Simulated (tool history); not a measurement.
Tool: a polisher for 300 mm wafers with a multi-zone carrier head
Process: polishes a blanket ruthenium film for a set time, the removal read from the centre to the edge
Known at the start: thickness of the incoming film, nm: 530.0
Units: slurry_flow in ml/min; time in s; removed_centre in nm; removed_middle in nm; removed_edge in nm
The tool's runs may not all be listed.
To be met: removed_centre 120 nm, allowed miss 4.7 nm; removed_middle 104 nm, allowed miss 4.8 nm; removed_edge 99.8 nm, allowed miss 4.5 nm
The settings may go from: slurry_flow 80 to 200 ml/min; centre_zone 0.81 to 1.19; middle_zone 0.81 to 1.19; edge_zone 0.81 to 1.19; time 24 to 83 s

Run 1, hour 0: slurry_flow 130 ml/min, centre_zone 1, middle_zone 1, edge_zone 1, time 53 s. Result: removed_centre 79.969 nm, removed_middle 83.535 nm, removed_edge 78.174 nm.
Run 2, hour 6: slurry_flow 145 ml/min, centre_zone 1, middle_zone 1, edge_zone 1, time 53 s. Result: removed_centre 82.574 nm, removed_middle 83.004 nm, removed_edge 80.377 nm.
Run 3, hour 11.3: slurry_flow 145 ml/min, centre_zone 1, middle_zone 1, edge_zone 1.04, time 53 s. Result: removed_centre 80.422 nm, removed_middle 83.339 nm, removed_edge 81.282 nm.
Run 4, hour 13.5: slurry_flow 155 ml/min, centre_zone 1.04, middle_zone 1.01, edge_zone 1.04, time 55 s. Result: removed_centre 90.119 nm, removed_middle 86.165 nm, removed_edge 85.108 nm.
Run 5, hour 19: slurry_flow 155 ml/min, centre_zone 1.04, middle_zone 1.01, edge_zone 1.04, time 45 s. Result: removed_centre 74.308 nm, removed_middle 72.091 nm, removed_edge 70.225 nm.
Run 6, hour 26.2: slurry_flow 155 ml/min, centre_zone 1.04, middle_zone 1.01, edge_zone 0.97, time 45 s. Result: removed_centre 73.547 nm, removed_middle 73.534 nm, removed_edge 67.33 nm.
Run 7, hour 33.4: slurry_flow 160 ml/min, centre_zone 1.07, middle_zone 1.02, edge_zone 0.99, time 49 s. Result: removed_centre 83.201 nm, removed_middle 78.667 nm, removed_edge 73.543 nm.
Run 8, hour 35: slurry_flow 165 ml/min, centre_zone 1.09, middle_zone 1.03, edge_zone 1.01, time 52 s. Result: removed_centre 92.449 nm, removed_middle 83.631 nm, removed_edge 81.253 nm.
Run 9, hour 43.3: slurry_flow 170 ml/min, centre_zone 1.11, middle_zone 1.06, edge_zone 1.02, time 54 s. Result: removed_centre 97.555 nm, removed_middle 90.759 nm, removed_edge 82.459 nm.

4 next moves are on the table. One of them brings every result within its allowed miss. Which?
Run A, hour 51.6: slurry_flow 165 ml/min, centre_zone 1.14, middle_zone 0.83, edge_zone 1.08, time 71 s. Result: removed_centre ?, removed_middle ?, removed_edge ?.
Run B, hour 51.6: slurry_flow 190 ml/min, centre_zone 1.11, middle_zone 1.1, edge_zone 1.15, time 43 s. Result: removed_centre ?, removed_middle ?, removed_edge ?.
Run C, hour 51.6: slurry_flow 150 ml/min, centre_zone 1.08, middle_zone 0.89, edge_zone 1.14, time 70 s. Result: removed_centre ?, removed_middle ?, removed_edge ?.
Run D, hour 51.6: slurry_flow 150 ml/min, centre_zone 1.13, middle_zone 0.98, edge_zone 0.92, time 67 s. Result: removed_centre ?, removed_middle ?, removed_edge ?.

move  removed_centre  removed_middle  removed_edge
   A          128.15          105.58        113.07
   B          77.706          74.788        71.302
   C          117.21          105.42        112.28
   D          117.46          105.51        99.145
A: takes the result that was furthest off past its target
B: further off than the last run
C: brings the result that was furthest off to its target, and leaves another outside
D: meets every target
The right move is D.
